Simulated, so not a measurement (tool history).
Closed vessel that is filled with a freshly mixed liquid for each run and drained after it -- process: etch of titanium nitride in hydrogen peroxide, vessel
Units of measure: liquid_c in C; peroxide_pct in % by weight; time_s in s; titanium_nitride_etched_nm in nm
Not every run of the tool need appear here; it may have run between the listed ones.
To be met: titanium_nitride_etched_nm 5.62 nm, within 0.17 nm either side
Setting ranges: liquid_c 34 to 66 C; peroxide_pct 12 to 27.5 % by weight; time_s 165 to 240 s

run  hour  liquid_c  peroxide_pct  time_s  titanium_nitride_etched_nm
  1     0        50          18.5     240                      8.8673
  2   4.6        48          18.5     240                      7.6636
  3  10.4        47          18.5     240                      7.0573
  4  19.5        47          16.5     240                      6.8228
  5  21.9        47          20.5     240                      7.2991
  6  26.3        47          20.5     165                      4.9264
  7  29.1        47          20.5     165                      5.0879
  8  31.5      47.5          20.5     165                      5.1207
  9  34.3        48          20.5     165                      5.3693

5 candidate next runs follow, results not yet known. Just one meets every target within its allowed miss. Identify it.
  A  37.1        45            16     240                           ?
  B  37.1      44.5          15.5     210                           ?
  C  37.1      48.5          13.5     180                           ?
  D  37.1      48.5            24     175                           ?
  E  37.1      44.5            17     215                           ?

move  titanium_nitride_etched_nm
   A                       5.891
   B                      4.9312
   C                      5.5294
   D                      6.0766
   E                      5.1482
A: takes the result that was furthest off past its target
B: moves away from the targets compared with the last run
C: all results in spec
D: takes the result that was furthest off past its target
E: moves away from the targets compared with the last run
So the answer is move C, the one that meets all the targets.
